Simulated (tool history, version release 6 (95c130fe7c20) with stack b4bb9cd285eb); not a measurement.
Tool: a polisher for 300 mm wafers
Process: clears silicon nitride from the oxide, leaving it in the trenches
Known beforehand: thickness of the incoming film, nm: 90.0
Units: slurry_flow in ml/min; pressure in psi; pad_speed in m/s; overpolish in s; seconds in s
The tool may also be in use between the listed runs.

Run 1, hour 0.0: slurry_flow 290 ml/min, pressure 2.3 psi, pad_speed 1.26 m/s, overpolish 5 s. Result: seconds 102.750 s.
Run 2, hour 6.6: slurry_flow 290 ml/min, pressure 2.4 psi, pad_speed 1.26 m/s, overpolish 5 s. Result: seconds 99.973 s.
Run 3, hour 11.1: slurry_flow 290 ml/min, pressure 2.4 psi, pad_speed 1.14 m/s, overpolish 5 s. Result: seconds 106.750 s.
Run 4, hour 16.9: slurry_flow 290 ml/min, pressure 2.4 psi, pad_speed 1.14 m/s, overpolish 4 s. Result: seconds 106.860 s.
Run 5, hour 21.1: slurry_flow 290 ml/min, pressure 2.5 psi, pad_speed 1.14 m/s, overpolish 4 s. Result: seconds 102.110 s.
Run 6, hour 24.5: slurry_flow 290 ml/min, pressure 2.5 psi, pad_speed 1.14 m/s, overpolish 5 s. Result: seconds 103.400 s.
Run 7, hour 25.1: slurry_flow 290 ml/min, pressure 2.6 psi, pad_speed 1.14 m/s, overpolish 5 s. Result: seconds 98.257 s.
Run 8, hour 29.2: slurry_flow 290 ml/min, pressure 2.7 psi, pad_speed 1.14 m/s, overpolish 5 s. Result: seconds 94.357 s.

Predict the results of run 9:
Run 9, hour 30.6: slurry_flow 290 ml/min, pressure 2.8 psi, pad_speed 1.14 m/s, overpolish 5 s. Result: seconds ?.

seconds: 92.309 s

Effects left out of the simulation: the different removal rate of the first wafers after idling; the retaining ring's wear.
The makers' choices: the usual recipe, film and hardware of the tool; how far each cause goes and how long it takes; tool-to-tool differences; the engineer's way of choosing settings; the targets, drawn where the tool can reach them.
